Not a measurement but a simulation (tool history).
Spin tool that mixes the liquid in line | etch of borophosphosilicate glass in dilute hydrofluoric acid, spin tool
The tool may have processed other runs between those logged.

run	hour	temperature setpoint of the liquid (°C)	parts of water to one part of 49 % hydrofluoric acid (parts by volume)	time under the liquid (s)	thickness taken off the borophosphosilicate glass on a monitor wafer (Å)
1	0.0	24.0	70	45	383.18
2	1.6	24.0	70	50	417.67
3	3.8	24.0	95	50	300.68
4	8.4	25.5	85	50	360.52
5	14.5	23.0	85	50	329.01
6	22.0	23.0	105	50	259.65
7	26.3	27.0	75	50	447.00
8	33.8	28.0	70	50	492.07
9	34.8	28.0	70	50	489.67
10	37.5	28.5	65	50	557.20
11	41.3	29.0	60	50	612.52
12	43.5	29.5	55	50	681.98
13	45.7	32.0	40	50	1051.30
14	47.9	31.5	40	50	1042.50
15	55.6	31.0	40	50	1011.40
16	56.5	30.5	40	50	999.68
17	59.1	30.5	40	50	1011.20
18	65.0	30.0	40	50	982.18
19	65.6	29.5	40	50	962.47

Forecast run 20:
20	67.6	29.0	40	50	?

thickness taken off the borophosphosilicate glass on a monitor wafer (Å): 940.15

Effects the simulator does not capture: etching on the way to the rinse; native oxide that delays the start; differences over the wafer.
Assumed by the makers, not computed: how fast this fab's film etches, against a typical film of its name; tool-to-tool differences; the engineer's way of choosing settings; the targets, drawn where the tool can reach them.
